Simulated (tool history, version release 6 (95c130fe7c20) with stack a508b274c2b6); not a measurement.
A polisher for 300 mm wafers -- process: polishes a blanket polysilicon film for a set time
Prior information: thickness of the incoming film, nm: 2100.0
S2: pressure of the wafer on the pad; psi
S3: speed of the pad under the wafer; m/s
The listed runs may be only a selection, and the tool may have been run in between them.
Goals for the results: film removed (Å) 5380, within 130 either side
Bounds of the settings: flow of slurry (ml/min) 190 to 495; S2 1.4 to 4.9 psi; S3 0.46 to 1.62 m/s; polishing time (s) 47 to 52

Run 1, hour 0: flow of slurry (ml/min) 320, S2 3.1 psi, S3 1.04 m/s, polishing time (s) 52. Result: film removed (Å) 4272.5.
Run 2, hour 2.1: flow of slurry (ml/min) 320, S2 3.4 psi, S3 1.04 m/s, polishing time (s) 52. Result: film removed (Å) 4681.
Run 3, hour 10.8: flow of slurry (ml/min) 320, S2 3.5 psi, S3 1.04 m/s, polishing time (s) 52. Result: film removed (Å) 4766.1.
Run 4, hour 13: flow of slurry (ml/min) 320, S2 3.5 psi, S3 1.04 m/s, polishing time (s) 47. Result: film removed (Å) 4401.3.
Run 5, hour 14.5: flow of slurry (ml/min) 320, S2 3.7 psi, S3 1.04 m/s, polishing time (s) 47. Result: film removed (Å) 4525.4.
Run 6, hour 20.8: flow of slurry (ml/min) 320, S2 3.7 psi, S3 0.94 m/s, polishing time (s) 47. Result: film removed (Å) 4152.9.
Run 7, hour 29.6: flow of slurry (ml/min) 320, S2 3.9 psi, S3 0.94 m/s, polishing time (s) 47. Result: film removed (Å) 4405.
Run 8, hour 36.4: flow of slurry (ml/min) 320, S2 4.1 psi, S3 0.94 m/s, polishing time (s) 47. Result: film removed (Å) 4667.8.
Run 9, hour 37.2: flow of slurry (ml/min) 320, S2 4.2 psi, S3 0.94 m/s, polishing time (s) 47. Result: film removed (Å) 4745.5.
Run 10, hour 45.3: flow of slurry (ml/min) 320, S2 4.3 psi, S3 0.94 m/s, polishing time (s) 47. Result: film removed (Å) 4842.3.
Run 11, hour 52.6: flow of slurry (ml/min) 320, S2 4.4 psi, S3 0.94 m/s, polishing time (s) 47. Result: film removed (Å) 5041.4.
Run 12, hour 55.4: flow of slurry (ml/min) 320, S2 4.5 psi, S3 0.94 m/s, polishing time (s) 47. Result: film removed (Å) 5118.2.

Below are 5 possible settings for the next run. Only one of them brings all results inside the allowed miss of their targets. Which is it?
Run A, hour 58.2: flow of slurry (ml/min) 300, S2 4 psi, S3 1.04 m/s, polishing time (s) 47. Result: film removed (Å) ?.
Run B, hour 58.2: flow of slurry (ml/min) 245, S2 4.8 psi, S3 0.9 m/s, polishing time (s) 50. Result: film removed (Å) ?.
Run C, hour 58.2: flow of slurry (ml/min) 310, S2 4.5 psi, S3 0.86 m/s, polishing time (s) 50. Result: film removed (Å) ?.
Run D, hour 58.2: flow of slurry (ml/min) 275, S2 4.8 psi, S3 0.76 m/s, polishing time (s) 50. Result: film removed (Å) ?.
Run E, hour 58.2: flow of slurry (ml/min) 310, S2 4.4 psi, S3 0.92 m/s, polishing time (s) 49. Result: film removed (Å) ?.

move  film removed (Å)
   A            4936.7
   B            5418.4
   C            5023.1
   D            4765.7
   E            5099.5
A: moves away from the targets compared with the last run
B: in spec on every target
C: moves away from the targets compared with the last run
D: moves away from the targets compared with the last run
E: moves away from the targets compared with the last run
The right move is B.
